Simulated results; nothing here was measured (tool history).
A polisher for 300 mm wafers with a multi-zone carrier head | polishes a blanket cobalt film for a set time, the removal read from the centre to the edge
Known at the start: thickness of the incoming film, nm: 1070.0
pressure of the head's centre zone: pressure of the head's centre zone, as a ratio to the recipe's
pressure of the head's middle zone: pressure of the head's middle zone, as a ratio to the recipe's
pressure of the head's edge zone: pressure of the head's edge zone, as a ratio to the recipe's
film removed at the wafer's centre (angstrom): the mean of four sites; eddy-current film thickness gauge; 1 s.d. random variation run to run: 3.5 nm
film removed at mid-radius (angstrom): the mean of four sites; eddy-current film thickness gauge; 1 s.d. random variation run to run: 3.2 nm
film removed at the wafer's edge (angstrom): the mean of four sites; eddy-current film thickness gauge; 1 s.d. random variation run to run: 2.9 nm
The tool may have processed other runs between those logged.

run,hour,flow of slurry (ml/min),pressure of the head's centre zone,pressure of the head's middle zone,pressure of the head's edge zone,polishing time (s),film removed at the wafer's centre (angstrom),film removed at mid-radius (angstrom),film removed at the wafer's edge (angstrom)
1,0,250,1,1,1,68,3169.3,3263,3231.9
2,6.7,260,1,1.02,1.01,68,3264,3314.3,3241.1
3,7.9,260,1.04,1.02,1.01,68,3313.8,3317.2,3237.7
4,16.1,265,1.03,1.04,1.03,68,3323,3406.4,3285.6
5,22.5,265,1.03,1,1.03,68,3265.5,3285.7,3245.2
6,27.7,265,1.03,1,1.03,60,2916.1,2885,2854.5

For run 7, what comes out?
7,29.9,265,1.03,1.02,1.04,62,?,?,?

For run 7 the tool returned film removed at the wafer's centre (angstrom) 2951.9, film removed at mid-radius (angstrom) 3086.4, film removed at the wafer's edge (angstrom) 3002.7.
